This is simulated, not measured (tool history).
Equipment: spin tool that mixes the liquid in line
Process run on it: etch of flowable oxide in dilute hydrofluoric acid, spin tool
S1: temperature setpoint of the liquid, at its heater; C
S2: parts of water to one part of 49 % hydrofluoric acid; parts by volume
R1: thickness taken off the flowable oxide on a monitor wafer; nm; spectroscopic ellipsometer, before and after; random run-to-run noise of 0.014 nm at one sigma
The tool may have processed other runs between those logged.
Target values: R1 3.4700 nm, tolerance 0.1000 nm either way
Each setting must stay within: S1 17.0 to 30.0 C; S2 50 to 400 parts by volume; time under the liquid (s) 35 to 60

run 1 hour=0.0 | S1=22.0 S2=225 time_under_the_liquid_(s)=60 | R1=4.9367
run 2 hour=7.0 | S1=22.0 S2=165 time_under_the_liquid_(s)=60 | R1=7.0575
run 3 hour=16.0 | S1=19.5 S2=165 time_under_the_liquid_(s)=60 | R1=6.4152
run 4 hour=24.1 | S1=21.5 S2=165 time_under_the_liquid_(s)=60 | R1=6.9320
run 5 hour=28.6 | S1=21.5 S2=95 time_under_the_liquid_(s)=60 | R1=12.9970
run 6 hour=31.0 | S1=23.5 S2=95 time_under_the_liquid_(s)=60 | R1=14.0800
run 7 hour=32.0 | S1=22.0 S2=130 time_under_the_liquid_(s)=60 | R1=9.3339
run 8 hour=35.9 | S1=21.0 S2=155 time_under_the_liquid_(s)=60 | R1=7.3537
run 9 hour=41.6 | S1=20.0 S2=170 time_under_the_liquid_(s)=60 | R1=6.3920
run 10 hour=43.4 | S1=19.5 S2=185 time_under_the_liquid_(s)=60 | R1=5.6408
run 11 hour=49.3 | S1=19.0 S2=200 time_under_the_liquid_(s)=60 | R1=5.0124
run 12 hour=54.0 | S1=18.5 S2=210 time_under_the_liquid_(s)=60 | R1=4.6450
run 13 hour=60.9 | S1=18.0 S2=220 time_under_the_liquid_(s)=60 | R1=4.3050

4 next moves are on the table. One of them brings every result within its allowed miss. Which?
run A hour=67.8 | S1=18.0 S2=170 time_under_the_liquid_(s)=60 | R1=?
run B hour=67.8 | S1=18.5 S2=190 time_under_the_liquid_(s)=60 | R1=?
run C hour=67.8 | S1=19.0 S2=235 time_under_the_liquid_(s)=50 | R1=?
run D hour=67.8 | S1=18.0 S2=180 time_under_the_liquid_(s)=60 | R1=?

move=A R1=5.8304
move=B R1=5.2255
move=C R1=3.4474
move=D R1=5.4557
A: the biggest miss grows against the last run
B: the biggest miss grows against the last run
C: meets every target
D: the biggest miss grows against the last run
The right move is C.

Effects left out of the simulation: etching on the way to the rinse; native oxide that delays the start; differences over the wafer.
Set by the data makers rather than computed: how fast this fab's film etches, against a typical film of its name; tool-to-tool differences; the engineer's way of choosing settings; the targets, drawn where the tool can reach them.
